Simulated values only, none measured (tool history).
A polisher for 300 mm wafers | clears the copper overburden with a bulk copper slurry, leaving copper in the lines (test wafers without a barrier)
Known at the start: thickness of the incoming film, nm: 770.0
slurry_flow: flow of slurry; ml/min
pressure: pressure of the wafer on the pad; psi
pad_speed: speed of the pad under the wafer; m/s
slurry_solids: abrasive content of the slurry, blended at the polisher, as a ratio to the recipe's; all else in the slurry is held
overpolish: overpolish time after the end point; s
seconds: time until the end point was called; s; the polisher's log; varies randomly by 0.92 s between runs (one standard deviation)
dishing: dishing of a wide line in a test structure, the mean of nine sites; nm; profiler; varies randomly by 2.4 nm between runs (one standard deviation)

run	hour	slurry_flow	pressure	pad_speed	slurry_solids	overpolish	seconds	dishing
1	0	125	1.8	1	1	19	127.44	65.169
2	8.6	125	2.2	1	1	19	100.82	78.606
3	10.9	125	2.2	1	1.1	19	100.01	81.674
4	19.3	125	2.6	1	1.1	19	85.916	88.104
5	27.8	125	2.2	1	1.1	19	101.68	80.475
6	30.6	125	2.2	0.86	1.1	19	116.66	72.571
7	39.2	125	2.2	0.86	1.1	19	114.75	75.75
8	47.6	130	2.3	0.88	1.1	20	108.01	78.75
9	49.7	130	2.4	0.9	1.1	21	101.16	85.805

Estimate the outcome of run 10 from the log above:
10	55.6	135	2.5	0.92	1.1	22	?	?

Run 10 produced seconds 93.71 s, dishing 93.62 nm.
